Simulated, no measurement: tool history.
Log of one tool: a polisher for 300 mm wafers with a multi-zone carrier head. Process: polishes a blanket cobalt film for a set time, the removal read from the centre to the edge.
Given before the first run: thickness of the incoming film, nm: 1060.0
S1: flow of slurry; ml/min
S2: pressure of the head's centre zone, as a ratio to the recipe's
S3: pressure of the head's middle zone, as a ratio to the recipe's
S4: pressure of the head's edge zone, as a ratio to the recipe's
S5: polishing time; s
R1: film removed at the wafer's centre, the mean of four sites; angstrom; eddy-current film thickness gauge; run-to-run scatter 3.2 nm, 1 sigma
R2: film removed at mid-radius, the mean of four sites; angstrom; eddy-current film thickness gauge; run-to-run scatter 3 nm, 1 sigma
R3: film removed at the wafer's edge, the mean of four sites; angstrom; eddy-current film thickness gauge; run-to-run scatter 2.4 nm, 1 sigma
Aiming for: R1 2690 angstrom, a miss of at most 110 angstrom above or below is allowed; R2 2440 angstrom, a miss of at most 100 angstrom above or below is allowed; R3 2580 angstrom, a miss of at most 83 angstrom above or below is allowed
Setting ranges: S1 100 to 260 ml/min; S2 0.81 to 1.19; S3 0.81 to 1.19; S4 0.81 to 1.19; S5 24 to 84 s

run  hour   S1    S2    S3    S4  S5      R1      R2      R3
  1     0  165     1     1     1  54  2876.6  2922.6  2940.5
  2   8.1  155  1.01  0.97  0.97  53  2811.9    2726  2770.6
  3  15.8  155  1.01  0.97  0.91  53  2767.3  2680.2    2676
  4  18.4  155  1.01  0.97  0.86  53  2784.2  2681.6  2633.4
  5  22.1  155  1.01  0.97  0.81  53  2759.7  2671.2  2522.1
  6  23.5  155  1.01  0.97  0.81  59  3100.9  3059.2  2866.7
  7  25.7  150     1  0.94  0.81  58  2974.3  2863.3    2729
     29.6  -- slurry nozzle cleaned
  8  29.6  140  0.99  0.91  0.83  58  3190.5  2939.5  2965.2
  9  30.6  130  0.94  0.86  0.81  46  2323.8  2200.9  2327.2

Exactly one of the 4 candidate moves below puts every result within its allowed miss. Which one?
  A  31.6  145  1.01  0.98  0.81  44   ?   ?   ?
  B  31.6  155  0.96  0.81  0.83  54   ?   ?   ?
  C  31.6  115  0.91  0.81  0.85  50   ?   ?   ?
  D  31.6  150  0.96  0.85  0.85  50   ?   ?   ?

move      R1      R2      R3
   A  2447.5  2453.1  2221.4
   B  2896.7  2608.8  2790.2
   C  2337.3  2244.2  2478.6
   D  2662.2  2495.4  2596.7
A: moves away from the targets compared with the last run
B: the result that was furthest off in the last run now lies on the other side of its target
C: as far off as the last run
D: meets every target
Answer: D
